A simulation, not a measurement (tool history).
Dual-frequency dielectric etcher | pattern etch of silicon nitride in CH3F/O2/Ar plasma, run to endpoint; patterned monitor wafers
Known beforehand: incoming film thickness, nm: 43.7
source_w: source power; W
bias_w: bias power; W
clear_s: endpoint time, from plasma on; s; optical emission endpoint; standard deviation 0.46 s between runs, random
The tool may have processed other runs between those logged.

run 1 day=0.000 | source_w=530 bias_w=91 | clear_s=50.924
run 2 day=0.208 | source_w=610 bias_w=91 | clear_s=48.601
run 3 day=0.371 | source_w=610 bias_w=76 | clear_s=51.718
run 4 day=0.429 | source_w=610 bias_w=89 | clear_s=48.463
run 5 day=0.704 | source_w=610 bias_w=100 | clear_s=46.337
run 6 day=0.933 | source_w=570 bias_w=95 | clear_s=48.839
run 7 day=1.250 | source_w=540 bias_w=92 | clear_s=50.205
run 8 day=1.504 | source_w=510 bias_w=88 | clear_s=52.134
run 9 day=1.733 | source_w=490 bias_w=85 | clear_s=54.340

Run 10 is up next; what results do you expect?
run 10 day=2.017 | source_w=470 bias_w=84 | clear_s=?

Run 10 came out at clear_s 55.173 s.
